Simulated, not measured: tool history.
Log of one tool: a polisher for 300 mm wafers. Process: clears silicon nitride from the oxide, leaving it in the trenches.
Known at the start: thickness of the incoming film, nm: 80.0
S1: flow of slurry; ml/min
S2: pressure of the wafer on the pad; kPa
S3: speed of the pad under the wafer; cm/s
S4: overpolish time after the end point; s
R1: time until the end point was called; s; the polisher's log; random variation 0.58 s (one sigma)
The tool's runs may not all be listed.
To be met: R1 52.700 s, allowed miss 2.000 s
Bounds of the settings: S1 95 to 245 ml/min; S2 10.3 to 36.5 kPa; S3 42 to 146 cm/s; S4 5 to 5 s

run	hour	S1	S2	S3	S4	R1
1	0.0	155	23.4	94	5	80.071
2	3.7	160	25.5	94	5	73.018
3	10.5	160	25.5	72	5	93.994
4	16.6	165	28.3	74	5	84.684
5	23.9	140	28.3	74	5	86.318
6	26.1	160	28.3	74	5	82.984
7	32.8	170	30.3	76	5	74.537
8	33.5	175	36.5	86	5	56.281
9	38.1	180	36.5	88	5	55.481

5 next moves are on the table. One of them brings every result within its allowed miss. Which?
A	42.7	190	36.5	82	5	?
B	42.7	165	34.5	90	5	?
C	42.7	185	35.2	84	5	?
D	42.7	185	29.6	102	5	?
E	42.7	170	31.0	110	5	?

move	R1
A	58.033
B	57.423
C	59.080
D	58.191
E	52.659
A: further off than the last run
B: further off than the last run
C: further off than the last run
D: further off than the last run
E: meets every target
Move E is the one to make.
